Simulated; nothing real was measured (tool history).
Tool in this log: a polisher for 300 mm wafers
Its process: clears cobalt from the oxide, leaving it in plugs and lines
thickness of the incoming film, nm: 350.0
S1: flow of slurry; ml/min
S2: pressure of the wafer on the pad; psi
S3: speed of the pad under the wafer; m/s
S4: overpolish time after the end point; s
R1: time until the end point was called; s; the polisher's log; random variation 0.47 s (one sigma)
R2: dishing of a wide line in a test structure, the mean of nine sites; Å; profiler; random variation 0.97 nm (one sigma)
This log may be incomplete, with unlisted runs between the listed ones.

| run | day | S1 | S2 | S3 | S4 | R1 | R2 |
|---|---|---|---|---|---|---|---|
| 1 | 0.000 | 245 | 2.3 | 0.96 | 28 | 64.224 | 501.70 |
| 2 | 0.167 | 245 | 2.5 | 0.98 | 27 | 59.688 | 540.09 |
| 3 | 0.496 | 245 | 2.5 | 1.22 | 27 | 47.114 | 545.97 |
| 4 | 0.842 | 205 | 2.5 | 1.22 | 27 | 48.297 | 541.59 |
| 5 | 1.100 | 205 | 2.5 | 1.22 | 36 | 49.318 | 553.16 |
| 6 | 1.450 | 205 | 3.0 | 1.22 | 36 | 42.997 | 582.08 |
| 7 | 1.746 | 200 | 3.1 | 1.24 | 33 | 41.253 | 568.46 |
| 8 | 1.975 | 200 | 3.1 | 1.24 | 33 | 40.660 | 565.57 |

Estimate the outcome of run 9 from the log above:
| 9 | 2.146 | 200 | 3.2 | 1.26 | 32 | ? | ? |

{"run 9": {"R1": 39.146, "R2": 579.49}}

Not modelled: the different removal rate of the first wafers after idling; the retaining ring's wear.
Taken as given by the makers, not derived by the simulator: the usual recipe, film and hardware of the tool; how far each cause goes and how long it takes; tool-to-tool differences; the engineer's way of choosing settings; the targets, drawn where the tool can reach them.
